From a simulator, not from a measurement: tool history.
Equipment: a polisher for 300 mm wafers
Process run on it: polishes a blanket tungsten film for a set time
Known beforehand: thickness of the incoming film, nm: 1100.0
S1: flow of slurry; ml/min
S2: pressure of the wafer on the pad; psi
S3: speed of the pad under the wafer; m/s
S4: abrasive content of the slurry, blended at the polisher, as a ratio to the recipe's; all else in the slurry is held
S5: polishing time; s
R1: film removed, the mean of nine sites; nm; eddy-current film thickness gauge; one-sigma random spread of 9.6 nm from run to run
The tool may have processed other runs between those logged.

run  hour   S1   S2    S3   S4  S5      R1
  1   0.0  165  4.6  0.92  1.0  96  476.91
  2   5.2  165  4.6  0.78  1.0  96  412.42
  3  10.3  165  5.1  0.78  1.0  96  442.51
  4  18.6  165  5.5  0.80  1.0  96  475.67
  5  24.0  195  5.5  0.80  1.0  96  499.43
  6  31.8  195  5.8  0.82  1.0  96  523.57

Run 7 has not been measured yet. What should we expect?
  7  40.5  195  6.1  0.84  1.0  96   ?

Run 7 measured R1 563.11 nm.
